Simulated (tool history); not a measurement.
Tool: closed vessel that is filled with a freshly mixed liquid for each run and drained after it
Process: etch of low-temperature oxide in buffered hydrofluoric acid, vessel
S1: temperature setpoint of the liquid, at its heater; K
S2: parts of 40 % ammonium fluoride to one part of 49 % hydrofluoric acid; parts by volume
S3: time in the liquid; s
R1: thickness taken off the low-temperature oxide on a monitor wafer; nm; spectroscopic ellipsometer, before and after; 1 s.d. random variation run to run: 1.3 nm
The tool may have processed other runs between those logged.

run	hour	S1	S2	S3	R1
1	0	294.15	18.5	85	161.87
2	8.6	294.15	18.5	95	181.57
3	14.1	294.15	23.5	95	151.61
4	19.4	295.15	23	95	160.78
5	23.9	296.15	22.5	95	172.38
6	31.6	296.15	22.5	85	155.34
7	36.1	296.65	22	85	161.46
8	40.7	296.65	22	85	161.35
9	49.2	297.15	21.5	85	169.03
10	57.1	297.65	21	85	175.98
11	60.7	298.15	20.5	85	183.64

Run 12, settings as shown, results not yet in. Your forecast:
12	66.6	298.65	20	85	?

{"run 12": {"R1": 192.53}}

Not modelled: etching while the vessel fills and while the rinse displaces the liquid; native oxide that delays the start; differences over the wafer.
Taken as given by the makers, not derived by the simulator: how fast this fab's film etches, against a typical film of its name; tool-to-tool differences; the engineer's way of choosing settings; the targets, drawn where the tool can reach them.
